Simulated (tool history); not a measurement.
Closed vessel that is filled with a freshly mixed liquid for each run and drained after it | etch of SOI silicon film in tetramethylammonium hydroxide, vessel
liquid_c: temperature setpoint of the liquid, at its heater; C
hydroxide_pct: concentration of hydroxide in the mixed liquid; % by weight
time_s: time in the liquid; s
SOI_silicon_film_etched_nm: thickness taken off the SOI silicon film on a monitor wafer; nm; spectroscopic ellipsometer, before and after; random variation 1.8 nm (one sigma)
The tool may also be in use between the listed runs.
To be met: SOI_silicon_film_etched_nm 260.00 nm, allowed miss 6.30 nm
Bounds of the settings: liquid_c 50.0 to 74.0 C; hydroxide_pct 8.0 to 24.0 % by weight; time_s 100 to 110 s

| run | hour | liquid_c | hydroxide_pct | time_s | SOI_silicon_film_etched_nm |
|---|---|---|---|---|---|
| 1 | 0.0 | 61.0 | 16.0 | 100 | 370.23 |
| 2 | 1.1 | 61.0 | 18.5 | 100 | 356.52 |
| 3 | 4.7 | 59.5 | 18.5 | 100 | 322.55 |
| 4 | 6.2 | 58.5 | 18.5 | 100 | 307.70 |
| 5 | 10.0 | 58.5 | 18.5 | 110 | 337.12 |
| 6 | 16.3 | 58.5 | 21.5 | 110 | 309.63 |
| 7 | 18.9 | 58.0 | 21.5 | 110 | 299.77 |
| 8 | 27.6 | 57.5 | 21.5 | 110 | 293.64 |
| 9 | 29.1 | 57.0 | 21.5 | 110 | 282.08 |

5 next moves are on the table. One of them brings every result within its allowed miss. Which?
| A | 30.6 | 56.5 | 21.5 | 105 | ? |
| B | 30.6 | 55.5 | 21.5 | 105 | ? |
| C | 30.6 | 55.5 | 22.5 | 110 | ? |
| D | 30.6 | 55.0 | 21.5 | 110 | ? |
| E | 30.6 | 54.5 | 21.0 | 110 | ? |

| move | SOI_silicon_film_etched_nm |
|---|---|
| A | 260.39 |
| B | 244.18 |
| C | 246.63 |
| D | 247.68 |
| E | 242.72 |
A: meets every target
B: takes the result that was furthest off past its target
C: takes the result that was furthest off past its target
D: takes the result that was furthest off past its target
E: takes the result that was furthest off past its target
Move A is the one to make.
